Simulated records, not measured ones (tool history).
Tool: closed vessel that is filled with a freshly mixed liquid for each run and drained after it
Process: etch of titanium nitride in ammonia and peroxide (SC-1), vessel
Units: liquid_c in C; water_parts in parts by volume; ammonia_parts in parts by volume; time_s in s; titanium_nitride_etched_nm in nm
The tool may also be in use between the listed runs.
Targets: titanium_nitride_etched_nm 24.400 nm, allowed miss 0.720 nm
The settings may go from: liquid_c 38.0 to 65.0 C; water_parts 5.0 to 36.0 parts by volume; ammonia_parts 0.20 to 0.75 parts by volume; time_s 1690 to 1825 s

run,hour,liquid_c,water_parts,ammonia_parts,time_s,titanium_nitride_etched_nm
1,0.0,49.0,20.0,0.45,1690,40.510
2,4.9,43.5,20.0,0.45,1690,27.471
3,13.6,40.5,20.0,0.45,1690,21.881
4,18.6,41.0,20.0,0.45,1690,22.488
5,20.1,45.0,20.0,0.45,1690,30.299
# hour 26.2: thermometer replaced
6,26.2,44.0,20.0,0.45,1690,34.194
7,32.1,44.0,20.0,0.45,1690,33.643
8,33.3,43.0,20.0,0.45,1690,31.523
9,37.2,38.5,20.0,0.45,1690,22.926

Which of these 4 next moves meets every target?
A,41.1,39.0,27.5,0.35,1825,?
B,41.1,38.0,18.0,0.55,1700,?
C,41.1,38.5,21.0,0.50,1725,?
D,41.1,39.0,18.5,0.25,1790,?

move,titanium_nitride_etched_nm
A,20.261
B,24.209
C,22.999
D,23.323
A: further off than the last run
B: meets every target
C: as far off as the last run
D: nearer than the last run, and not there yet
The right move is B.
